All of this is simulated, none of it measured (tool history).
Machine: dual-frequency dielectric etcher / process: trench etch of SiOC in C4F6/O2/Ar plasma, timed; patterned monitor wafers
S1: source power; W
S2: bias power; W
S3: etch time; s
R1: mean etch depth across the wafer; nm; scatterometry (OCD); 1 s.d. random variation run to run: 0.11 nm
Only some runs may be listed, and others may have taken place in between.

run 1 day=0.000 | S1=330 S2=255 S3=14.5 | R1=34.175
run 2 day=0.358 | S1=330 S2=255 S3=13.0 | R1=30.527
run 3 day=0.600 | S1=330 S2=240 S3=13.0 | R1=29.909
run 4 day=0.929 | S1=360 S2=257 S3=13.0 | R1=31.526
run 5 day=1.121 | S1=380 S2=282 S3=13.0 | R1=33.194
run 6 day=1.183 | S1=330 S2=282 S3=13.0 | R1=31.838
run 7 day=1.404 | S1=360 S2=302 S3=13.0 | R1=33.647
run 8 day=1.550 | S1=380 S2=316 S3=13.0 | R1=34.668
run 9 day=1.825 | S1=400 S2=327 S3=13.0 | R1=35.849
run 10 day=1.925 | S1=410 S2=335 S3=13.0 | R1=36.481
run 11 day=2.088 | S1=420 S2=341 S3=13.0 | R1=36.960
-- day=2.329 wet clean of the chamber
run 12 day=2.329 | S1=430 S2=345 S3=13.0 | R1=36.199
run 13 day=2.612 | S1=440 S2=357 S3=14.5 | R1=41.154
run 14 day=2.758 | S1=430 S2=354 S3=14.5 | R1=40.719
run 15 day=2.850 | S1=420 S2=351 S3=14.5 | R1=40.261
run 16 day=3.196 | S1=420 S2=351 S3=14.5 | R1=39.971

What will run 17 give?
run 17 day=3.279 | S1=420 S2=351 S3=14.5 | R1=?

R1: 40.022 nm

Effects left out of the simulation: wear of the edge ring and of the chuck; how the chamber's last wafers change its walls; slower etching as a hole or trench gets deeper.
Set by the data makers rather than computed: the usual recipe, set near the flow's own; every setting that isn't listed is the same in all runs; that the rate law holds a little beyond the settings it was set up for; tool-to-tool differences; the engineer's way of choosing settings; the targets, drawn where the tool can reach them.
